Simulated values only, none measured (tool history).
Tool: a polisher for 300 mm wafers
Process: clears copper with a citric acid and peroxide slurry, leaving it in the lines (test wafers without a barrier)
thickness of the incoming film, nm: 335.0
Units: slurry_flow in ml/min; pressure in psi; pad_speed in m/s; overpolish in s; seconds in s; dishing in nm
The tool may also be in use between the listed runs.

run  hour  slurry_flow  pressure  pad_speed  slurry_solids  overpolish  seconds  dishing
  1   0.0          190       4.1       1.30           1.00          10   75.698   31.386
  2   0.7          190       4.0       1.34           1.00           9   77.788   29.054
  3   5.9          190       4.0       1.34           1.00          12   74.900   36.161
  4  13.3          190       3.4       1.34           1.00          12   84.065   33.397
  5  15.2          190       3.9       1.26           1.00          10   81.284   31.024
  6  24.1          175       3.8       1.42           0.90           9   77.199   29.031
  7  29.6          125       3.0       1.78           0.65           4   84.710   12.658
  8  30.9          125       3.1       1.84           0.60           4   83.831   12.800
  9  33.7          125       3.2       1.88           0.60           4   79.341   13.898

The next listed run, before its measurement:
 10  42.6          175       3.0       1.92           0.85           3        ?        ?

{"run 10": {"seconds": 67.692, "dishing": 11.84}}
